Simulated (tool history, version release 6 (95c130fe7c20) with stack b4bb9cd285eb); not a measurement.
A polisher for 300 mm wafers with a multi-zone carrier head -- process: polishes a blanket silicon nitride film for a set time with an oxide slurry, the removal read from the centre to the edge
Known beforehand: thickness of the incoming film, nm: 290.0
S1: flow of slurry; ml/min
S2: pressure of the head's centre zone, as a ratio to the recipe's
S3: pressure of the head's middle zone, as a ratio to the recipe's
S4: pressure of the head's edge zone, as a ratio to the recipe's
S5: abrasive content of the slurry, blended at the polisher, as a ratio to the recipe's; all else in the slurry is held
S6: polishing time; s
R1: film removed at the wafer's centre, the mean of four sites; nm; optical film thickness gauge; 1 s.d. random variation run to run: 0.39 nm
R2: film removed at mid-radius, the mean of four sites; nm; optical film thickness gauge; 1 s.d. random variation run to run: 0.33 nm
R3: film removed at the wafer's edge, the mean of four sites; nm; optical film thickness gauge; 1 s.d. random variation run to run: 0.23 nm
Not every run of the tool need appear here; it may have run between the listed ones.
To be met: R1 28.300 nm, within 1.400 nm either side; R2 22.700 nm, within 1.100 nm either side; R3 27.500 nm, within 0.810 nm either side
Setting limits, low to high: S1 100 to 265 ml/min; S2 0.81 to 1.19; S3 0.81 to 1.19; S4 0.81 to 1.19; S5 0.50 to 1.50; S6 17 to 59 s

{"run": 1, "hour": 0.0, "S1": 170, "S2": 1.0, "S3": 1.0, "S4": 1.0, "S5": 1.0, "S6": 38, "R1": 37.108, "R2": 37.117, "R3": 37.198}
{"run": 2, "hour": 7.8, "S1": 160, "S2": 1.01, "S3": 0.94, "S4": 1.0, "S5": 0.85, "S6": 37, "R1": 32.883, "R2": 30.279, "R3": 32.486}
{"run": 3, "hour": 13.4, "S1": 185, "S2": 1.01, "S3": 0.94, "S4": 1.0, "S5": 0.85, "S6": 37, "R1": 33.334, "R2": 31.368, "R3": 32.967}
{"run": 4, "hour": 15.2, "S1": 185, "S2": 1.01, "S3": 0.94, "S4": 1.04, "S5": 0.85, "S6": 37, "R1": 33.529, "R2": 31.016, "R3": 33.129}
{"run": 5, "hour": 24.1, "S1": 185, "S2": 1.01, "S3": 1.01, "S4": 1.04, "S5": 0.85, "S6": 37, "R1": 32.847, "R2": 33.305, "R3": 33.057}
{"run": 6, "hour": 27.7, "S1": 185, "S2": 1.01, "S3": 1.01, "S4": 1.04, "S5": 0.85, "S6": 32, "R1": 28.701, "R2": 28.267, "R3": 28.74}
{"run": 7, "hour": 34.4, "S1": 175, "S2": 1.02, "S3": 0.97, "S4": 1.05, "S5": 0.85, "S6": 32, "R1": 28.451, "R2": 27.601, "R3": 28.578}
{"run": 8, "hour": 36.2, "S1": 180, "S2": 1.12, "S3": 0.87, "S4": 1.15, "S5": 0.6, "S6": 32, "R1": 21.292, "R2": 16.366, "R3": 20.41}
{"run": 9, "hour": 43.6, "S1": 180, "S2": 1.1, "S3": 0.86, "S4": 1.12, "S5": 0.7, "S6": 32, "R1": 26.341, "R2": 20.108, "R3": 24.676}
{"run": 10, "hour": 50.2, "S1": 195, "S2": 1.08, "S3": 0.85, "S4": 1.12, "S5": 0.7, "S6": 32, "R1": 25.183, "R2": 20.198, "R3": 25.098}
{"run": 11, "hour": 58.5, "S1": 210, "S2": 1.08, "S3": 0.84, "S4": 1.1, "S5": 0.7, "S6": 32, "R1": 26.26, "R2": 20.218, "R3": 24.929}

Below are 5 possible settings for the next run. Only one of them brings all results inside the allowed miss of their targets. Which is it?
{"run": "A", "hour": 66.8, "S1": 215, "S2": 1.19, "S3": 1.07, "S4": 0.88, "S5": 0.65, "S6": 35, "R1": "?", "R2": "?", "R3": "?"}
{"run": "B", "hour": 66.8, "S1": 145, "S2": 1.15, "S3": 0.9, "S4": 1.19, "S5": 0.75, "S6": 33, "R1": "?", "R2": "?", "R3": "?"}
{"run": "C", "hour": 66.8, "S1": 240, "S2": 1.07, "S3": 0.86, "S4": 0.97, "S5": 0.75, "S6": 32, "R1": "?", "R2": "?", "R3": "?"}
{"run": "D", "hour": 66.8, "S1": 165, "S2": 1.01, "S3": 0.85, "S4": 1.09, "S5": 0.8, "S6": 29, "R1": "?", "R2": "?", "R3": "?"}
{"run": "E", "hour": 66.8, "S1": 200, "S2": 1.08, "S3": 0.81, "S4": 1.19, "S5": 0.6, "S6": 39, "R1": "?", "R2": "?", "R3": "?"}

move=A R1=28.934 R2=25.093 R3=22.150
move=B R1=28.702 R2=22.483 R3=27.186
move=C R1=28.479 R2=22.895 R3=25.362
move=D R1=24.292 R2=20.643 R3=24.820
move=E R1=25.764 R2=19.592 R3=25.436
A: its largest miss is bigger than the last run's
B: each result inside its tolerance
C: better than the last run, though not everything is in spec
D: about the same distance from the targets as the last run
E: better than the last run, though not everything is in spec
Go with B: it meets all targets.
